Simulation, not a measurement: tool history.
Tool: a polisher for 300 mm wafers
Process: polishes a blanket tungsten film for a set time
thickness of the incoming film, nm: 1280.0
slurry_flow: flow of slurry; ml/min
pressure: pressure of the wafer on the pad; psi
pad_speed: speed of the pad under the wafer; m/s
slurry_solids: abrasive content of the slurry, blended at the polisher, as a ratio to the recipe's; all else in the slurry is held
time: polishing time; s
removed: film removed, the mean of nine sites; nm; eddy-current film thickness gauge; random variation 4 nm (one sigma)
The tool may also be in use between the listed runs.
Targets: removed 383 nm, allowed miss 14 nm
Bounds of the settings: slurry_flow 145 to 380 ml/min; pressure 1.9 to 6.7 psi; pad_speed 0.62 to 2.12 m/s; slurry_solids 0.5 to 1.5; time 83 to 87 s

run	hour	slurry_flow	pressure	pad_speed	slurry_solids	time	removed
1	0	245	4.3	1.36	1	83	690.74
2	6.9	245	4.3	1.22	1	83	619.93
3	13.2	245	5.3	1.22	1	83	766.5
4	18.8	245	4.9	1.22	1	83	699.15
5	22	245	4.6	1.22	1	83	660.7
6	29.2	245	4.3	1.22	1	83	608.36
7	31.6	245	3.1	1.18	1	83	428.38
8	37.3	245	3	1.18	1	83	415.23

Which of these 4 next moves meets every target?
A	43	270	2.9	1.28	1	85	?
B	43	185	3.3	1.22	1.05	85	?
C	43	315	3.3	1.1	0.65	87	?
D	43	245	2.7	1.22	0.95	83	?

move	removed
A	464.45
B	487.64
C	435.98
D	396.96
A: further off than the last run
B: further off than the last run
C: further off than the last run
D: meets every target
Move D is the one to make.
